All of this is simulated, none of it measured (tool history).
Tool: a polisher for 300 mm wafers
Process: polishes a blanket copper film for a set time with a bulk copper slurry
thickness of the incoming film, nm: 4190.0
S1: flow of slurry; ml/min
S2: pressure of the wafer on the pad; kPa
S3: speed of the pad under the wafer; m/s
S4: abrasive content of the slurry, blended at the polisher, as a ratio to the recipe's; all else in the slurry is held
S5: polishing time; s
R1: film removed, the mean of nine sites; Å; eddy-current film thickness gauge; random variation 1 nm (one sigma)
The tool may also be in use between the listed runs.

Run 1, day 0.000: S1 310 ml/min, S2 18.6 kPa, S3 0.92 m/s, S4 1.0, S5 27 s. Result: R1 2001.6 Å.
Run 2, day 0.317: S1 310 ml/min, S2 18.6 kPa, S3 0.92 m/s, S4 1.0, S5 24 s. Result: R1 1790.6 Å.
Run 3, day 0.475: S1 310 ml/min, S2 16.5 kPa, S3 0.90 m/s, S4 1.0, S5 24 s. Result: R1 1590.2 Å.
Run 4, day 0.829: S1 310 ml/min, S2 15.2 kPa, S3 0.88 m/s, S4 1.0, S5 24 s. Result: R1 1457.4 Å.
Run 5, day 1.029: S1 310 ml/min, S2 15.2 kPa, S3 0.88 m/s, S4 0.8, S5 24 s. Result: R1 1409.9 Å.
Run 6, day 1.238: S1 310 ml/min, S2 13.8 kPa, S3 0.86 m/s, S4 0.8, S5 24 s. Result: R1 1247.4 Å.
Run 7, day 1.462: S1 310 ml/min, S2 13.1 kPa, S3 0.86 m/s, S4 0.8, S5 24 s. Result: R1 1201.4 Å.
Run 8, day 1.671: S1 310 ml/min, S2 12.4 kPa, S3 0.86 m/s, S4 0.8, S5 24 s. Result: R1 1132.3 Å.
Run 9, day 1.775: S1 310 ml/min, S2 11.7 kPa, S3 0.86 m/s, S4 0.8, S5 24 s. Result: R1 1093.1 Å.

Forecast run 10:
Run 10, day 1.808: S1 310 ml/min, S2 11.0 kPa, S3 0.86 m/s, S4 0.8, S5 24 s. Result: R1 ?.

{"run 10": {"R1": 1040.7}}
